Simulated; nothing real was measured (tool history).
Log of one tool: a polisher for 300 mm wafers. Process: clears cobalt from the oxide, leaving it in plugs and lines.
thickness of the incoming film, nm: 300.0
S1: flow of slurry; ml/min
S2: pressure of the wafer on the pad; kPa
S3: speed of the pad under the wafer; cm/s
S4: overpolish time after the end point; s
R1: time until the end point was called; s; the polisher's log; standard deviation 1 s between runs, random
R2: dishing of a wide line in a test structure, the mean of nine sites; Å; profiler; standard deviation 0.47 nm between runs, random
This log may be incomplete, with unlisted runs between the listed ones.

run,hour,S1,S2,S3,S4,R1,R2
1,0.0,295,9.0,124,15,65.129,380.87
2,2.1,295,9.0,102,15,78.783,334.67
3,10.9,295,9.0,126,15,65.354,372.75
4,18.5,230,9.0,126,15,65.556,369.18
5,25.7,230,8.3,126,13,69.495,330.25
6,26.8,260,8.3,126,13,71.802,332.47

The next listed run, before its measurement:
7,34.4,260,8.3,126,12,?,?

{"run 7": {"R1": 71.209, "R2": 326.72}}
